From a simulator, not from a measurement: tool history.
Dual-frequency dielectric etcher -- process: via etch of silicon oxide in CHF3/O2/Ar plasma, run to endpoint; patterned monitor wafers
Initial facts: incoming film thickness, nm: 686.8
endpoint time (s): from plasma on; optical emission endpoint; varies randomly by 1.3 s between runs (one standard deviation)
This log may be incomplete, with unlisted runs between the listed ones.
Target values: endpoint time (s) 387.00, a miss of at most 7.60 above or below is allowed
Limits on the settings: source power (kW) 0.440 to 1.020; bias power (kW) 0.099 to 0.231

run,hour,source power (kW),bias power (kW),endpoint time (s)
1,0.0,0.730,0.165,328.30
2,6.1,0.810,0.165,311.10
3,10.0,0.810,0.145,326.30
4,15.6,0.740,0.142,339.81
5,17.5,0.810,0.142,327.28
6,25.3,0.810,0.156,316.85
7,34.1,0.730,0.153,332.19
8,39.5,0.660,0.148,352.66
9,48.0,0.620,0.146,365.75
10,48.9,0.600,0.145,367.72
11,57.0,0.580,0.144,374.62

Of the 4 settings listed for the next run, only one would bring every result within its allowed miss of target. Which one?
A,65.1,0.460,0.176,?
B,65.1,0.640,0.147,?
C,65.1,0.540,0.160,?
D,65.1,0.590,0.182,?

move,endpoint time (s)
A,388.29
B,358.88
C,374.79
D,345.27
A: each result inside its tolerance
B: its largest miss is bigger than the last run's
C: no nearer and no further than the last run
D: its largest miss is bigger than the last run's
Answer: A

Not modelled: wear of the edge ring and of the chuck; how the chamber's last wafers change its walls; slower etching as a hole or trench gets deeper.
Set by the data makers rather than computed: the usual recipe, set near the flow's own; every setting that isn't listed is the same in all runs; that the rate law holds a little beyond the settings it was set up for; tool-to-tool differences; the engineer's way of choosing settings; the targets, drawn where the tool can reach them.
